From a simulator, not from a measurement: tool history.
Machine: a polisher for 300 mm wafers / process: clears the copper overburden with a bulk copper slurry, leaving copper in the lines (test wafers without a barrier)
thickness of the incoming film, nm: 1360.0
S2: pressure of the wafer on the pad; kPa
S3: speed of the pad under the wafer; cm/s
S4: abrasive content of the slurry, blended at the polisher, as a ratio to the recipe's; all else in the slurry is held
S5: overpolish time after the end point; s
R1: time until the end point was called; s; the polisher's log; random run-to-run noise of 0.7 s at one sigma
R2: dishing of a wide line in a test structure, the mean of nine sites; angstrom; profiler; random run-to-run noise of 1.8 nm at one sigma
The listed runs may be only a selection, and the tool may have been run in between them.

Run 1, day 0.000: flow of slurry (ml/min) 215, S2 20.7 kPa, S3 112 cm/s, S4 1.00, S5 24 s. Result: R1 130.360 s, R2 932.62 angstrom.
Run 2, day 0.146: flow of slurry (ml/min) 220, S2 22.8 kPa, S3 112 cm/s, S4 1.00, S5 22 s. Result: R1 118.600 s, R2 972.85 angstrom.
Run 3, day 0.458: flow of slurry (ml/min) 220, S2 20.7 kPa, S3 112 cm/s, S4 1.00, S5 22 s. Result: R1 130.770 s, R2 951.02 angstrom.
Run 4, day 0.725: flow of slurry (ml/min) 180, S2 20.7 kPa, S3 112 cm/s, S4 1.00, S5 22 s. Result: R1 133.530 s, R2 911.19 angstrom.
Run 5, day 0.825: flow of slurry (ml/min) 185, S2 22.8 kPa, S3 112 cm/s, S4 1.00, S5 20 s. Result: R1 120.650 s, R2 958.69 angstrom.
Run 6, day 1.125: flow of slurry (ml/min) 185, S2 22.8 kPa, S3 112 cm/s, S4 1.15, S5 20 s. Result: R1 117.050 s, R2 945.12 angstrom.
Run 7, day 1.179: flow of slurry (ml/min) 190, S2 24.1 kPa, S3 112 cm/s, S4 1.15, S5 18 s. Result: R1 110.800 s, R2 940.10 angstrom.
Run 8, day 1.475: flow of slurry (ml/min) 200, S2 29.6 kPa, S3 114 cm/s, S4 1.15, S5 12 s. Result: R1 90.739 s, R2 874.91 angstrom.
Run 9, day 1.558: flow of slurry (ml/min) 200, S2 30.3 kPa, S3 114 cm/s, S4 1.15, S5 13 s. Result: R1 85.960 s, R2 932.11 angstrom.
Run 10, day 1.846: flow of slurry (ml/min) 200, S2 30.3 kPa, S3 114 cm/s, S4 1.15, S5 14 s. Result: R1 86.982 s, R2 984.03 angstrom.

The next listed run, before its measurement:
Run 11, day 1.871: flow of slurry (ml/min) 200, S2 31.0 kPa, S3 116 cm/s, S4 1.15, S5 14 s. Result: R1 ?, R2 ?.

Run 11 produced R1 84.188 s, R2 959.43 angstrom.
